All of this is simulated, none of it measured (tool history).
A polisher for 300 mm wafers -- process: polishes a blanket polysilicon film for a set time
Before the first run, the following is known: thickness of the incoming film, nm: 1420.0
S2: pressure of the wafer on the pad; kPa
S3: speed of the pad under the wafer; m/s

{"run": 1, "hour": 0.0, "flow of slurry (ml/min)": 185, "S2": 23.4, "S3": 0.8, "polishing time (s)": 76, "film removed (angstrom)": 4921.4}
{"run": 2, "hour": 5.4, "flow of slurry (ml/min)": 145, "S2": 23.4, "S3": 0.8, "polishing time (s)": 76, "film removed (angstrom)": 4717.8}
{"run": 3, "hour": 9.1, "flow of slurry (ml/min)": 145, "S2": 23.4, "S3": 0.8, "polishing time (s)": 76, "film removed (angstrom)": 4721.5}
{"run": 4, "hour": 16.0, "flow of slurry (ml/min)": 145, "S2": 23.4, "S3": 0.8, "polishing time (s)": 80, "film removed (angstrom)": 4989.1}
{"run": 5, "hour": 17.2, "flow of slurry (ml/min)": 165, "S2": 24.1, "S3": 0.8, "polishing time (s)": 80, "film removed (angstrom)": 5297.3}
{"run": 6, "hour": 19.1, "flow of slurry (ml/min)": 180, "S2": 24.1, "S3": 0.8, "polishing time (s)": 80, "film removed (angstrom)": 5264}
{"run": 7, "hour": 25.2, "flow of slurry (ml/min)": 185, "S2": 24.8, "S3": 0.8, "polishing time (s)": 80, "film removed (angstrom)": 5431.6}

Run 8 has not been measured yet. What should we expect?
{"run": 8, "hour": 34.0, "flow of slurry (ml/min)": 190, "S2": 25.5, "S3": 0.8, "polishing time (s)": 80, "film removed (angstrom)": "?"}

film removed (angstrom): 5591.7
